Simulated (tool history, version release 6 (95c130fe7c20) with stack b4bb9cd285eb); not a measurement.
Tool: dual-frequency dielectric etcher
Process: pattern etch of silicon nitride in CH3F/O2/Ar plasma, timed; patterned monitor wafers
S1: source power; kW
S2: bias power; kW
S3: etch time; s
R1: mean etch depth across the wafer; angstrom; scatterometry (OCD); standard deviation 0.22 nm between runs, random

run	hour	S1	S2	S3	R1
1	0.0	0.370	0.094	58.0	424.67
2	7.4	0.370	0.094	61.0	446.72
3	15.5	0.370	0.105	61.0	472.76
4	20.6	0.370	0.095	61.0	451.73
5	28.7	0.370	0.101	61.0	460.92
6	34.4	0.360	0.097	60.5	451.35
7	35.2	0.290	0.078	58.0	363.75

Run 8 is up next; what results do you expect?
8	40.3	0.290	0.077	58.0	?

Run 8 gave R1 360.88 angstrom.
